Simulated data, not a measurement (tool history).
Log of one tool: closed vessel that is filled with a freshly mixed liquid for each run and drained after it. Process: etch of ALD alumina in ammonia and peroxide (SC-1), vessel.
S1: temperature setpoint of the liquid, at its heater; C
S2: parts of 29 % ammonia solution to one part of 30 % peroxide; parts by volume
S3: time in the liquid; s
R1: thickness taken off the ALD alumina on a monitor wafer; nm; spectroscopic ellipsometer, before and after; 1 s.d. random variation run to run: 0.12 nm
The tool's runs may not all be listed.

run 1 hour=0 | S1=48 S2=0.55 S3=325 | R1=12.987
run 2 hour=7.9 | S1=48 S2=0.75 S3=325 | R1=13.27
run 3 hour=11.3 | S1=50.5 S2=0.75 S3=325 | R1=15.22
run 4 hour=19.1 | S1=52 S2=0.75 S3=325 | R1=16.556
run 5 hour=20.9 | S1=52 S2=0.75 S3=195 | R1=10.047
run 6 hour=28 | S1=55.5 S2=0.85 S3=230 | R1=14.287

Predict the results of run 7:
run 7 hour=37.1 | S1=58 S2=0.85 S3=245 | R1=?

R1: 17.517 nm
